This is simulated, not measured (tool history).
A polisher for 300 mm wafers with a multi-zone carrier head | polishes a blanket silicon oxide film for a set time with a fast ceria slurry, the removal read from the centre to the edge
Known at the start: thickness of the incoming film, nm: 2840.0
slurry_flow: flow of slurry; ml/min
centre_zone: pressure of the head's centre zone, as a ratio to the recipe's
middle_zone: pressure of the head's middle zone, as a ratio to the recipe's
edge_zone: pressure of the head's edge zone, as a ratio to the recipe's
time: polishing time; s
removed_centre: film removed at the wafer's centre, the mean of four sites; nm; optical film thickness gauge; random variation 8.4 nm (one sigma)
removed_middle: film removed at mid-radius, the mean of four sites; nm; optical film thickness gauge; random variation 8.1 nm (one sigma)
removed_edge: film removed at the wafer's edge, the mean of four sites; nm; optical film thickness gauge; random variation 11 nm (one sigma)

run 1 hour=0.0 | slurry_flow=145 centre_zone=1.00 middle_zone=1.00 edge_zone=1.00 time=70 | removed_centre=567.96 removed_middle=586.52 removed_edge=593.48
run 2 hour=8.6 | slurry_flow=145 centre_zone=1.00 middle_zone=1.00 edge_zone=1.00 time=56 | removed_centre=448.76 removed_middle=471.34 removed_edge=470.91
run 3 hour=16.0 | slurry_flow=145 centre_zone=1.00 middle_zone=1.06 edge_zone=1.00 time=56 | removed_centre=453.26 removed_middle=503.09 removed_edge=479.32
run 4 hour=21.7 | slurry_flow=150 centre_zone=1.02 middle_zone=1.05 edge_zone=1.02 time=59 | removed_centre=483.69 removed_middle=529.71 removed_edge=493.51
run 5 hour=29.2 | slurry_flow=150 centre_zone=1.02 middle_zone=1.05 edge_zone=0.95 time=59 | removed_centre=498.65 removed_middle=526.67 removed_edge=485.24
run 6 hour=34.7 | slurry_flow=150 centre_zone=1.02 middle_zone=1.05 edge_zone=0.95 time=75 | removed_centre=618.17 removed_middle=664.08 removed_edge=631.84
run 7 hour=38.5 | slurry_flow=190 centre_zone=1.12 middle_zone=0.98 edge_zone=1.05 time=82 | removed_centre=800.33 removed_middle=729.79 removed_edge=740.13
run 8 hour=43.7 | slurry_flow=190 centre_zone=1.12 middle_zone=0.97 edge_zone=1.06 time=82 | removed_centre=811.66 removed_middle=739.04 removed_edge=732.58

Forecast run 9:
-- hour=46.8 slurry nozzle cleaned
run 9 hour=46.8 | slurry_flow=190 centre_zone=1.11 middle_zone=0.96 edge_zone=1.07 time=83 | removed_centre=? removed_middle=? removed_edge=?

{"run 9": {"removed_centre": 880.05, "removed_middle": 796.93, "removed_edge": 780.5}}
